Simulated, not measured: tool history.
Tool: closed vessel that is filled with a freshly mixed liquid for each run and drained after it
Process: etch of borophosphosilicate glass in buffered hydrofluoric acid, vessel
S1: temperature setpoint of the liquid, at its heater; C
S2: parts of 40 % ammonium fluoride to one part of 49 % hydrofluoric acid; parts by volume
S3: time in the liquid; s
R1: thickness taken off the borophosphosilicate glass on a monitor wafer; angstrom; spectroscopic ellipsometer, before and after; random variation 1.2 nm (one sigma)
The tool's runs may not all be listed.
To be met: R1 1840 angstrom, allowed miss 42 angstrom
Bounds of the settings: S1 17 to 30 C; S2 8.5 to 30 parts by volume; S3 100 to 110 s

run	hour	S1	S2	S3	R1
1	0	22	23.5	100	695.58
2	2	22	28	100	610.55
3	8.1	22	28	110	679.54
4	9.5	24	23.5	110	851.2
5	13.3	25.5	19.5	110	1066.1
6	16.7	25.5	19.5	100	950.68
7	19	26.5	16.5	100	1208.8
8	21.9	27.5	15	100	1388.8
9	29.8	30	11	100	2146.9
10	34	29.5	11	100	2087.3
11	38.4	29	11	100	2037.9
12	39.6	28.5	11	100	1986.2

Which of these 5 next moves meets every target?
A	40.8	28	10	105	?
B	40.8	26	11	105	?
C	40.8	28	10	100	?
D	40.8	26.5	10	110	?
E	40.8	29	11	105	?

move	R1
A	2227.1
B	1824.8
C	2121
D	2155.4
E	2137.9
A: further off than the last run
B: meets every target
C: further off than the last run
D: further off than the last run
E: further off than the last run
Answer: B
